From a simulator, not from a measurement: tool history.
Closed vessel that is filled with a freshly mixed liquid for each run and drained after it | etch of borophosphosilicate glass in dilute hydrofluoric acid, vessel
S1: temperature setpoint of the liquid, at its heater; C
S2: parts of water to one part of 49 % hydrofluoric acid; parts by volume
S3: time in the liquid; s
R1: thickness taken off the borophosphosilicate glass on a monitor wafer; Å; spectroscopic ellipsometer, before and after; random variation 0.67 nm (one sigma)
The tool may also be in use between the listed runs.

run	day	S1	S2	S3	R1
1	0.000	24.0	90	120	749.40
2	0.033	25.5	90	120	794.45
3	0.075	22.5	90	120	711.83
4	0.400	22.5	65	120	1001.80
5	0.771	22.5	50	120	1344.90
6	0.979	21.0	55	120	1128.70

Run 7 comes next. What will it give?
7	1.300	20.0	55	120	?

R1: 1083.20 Å
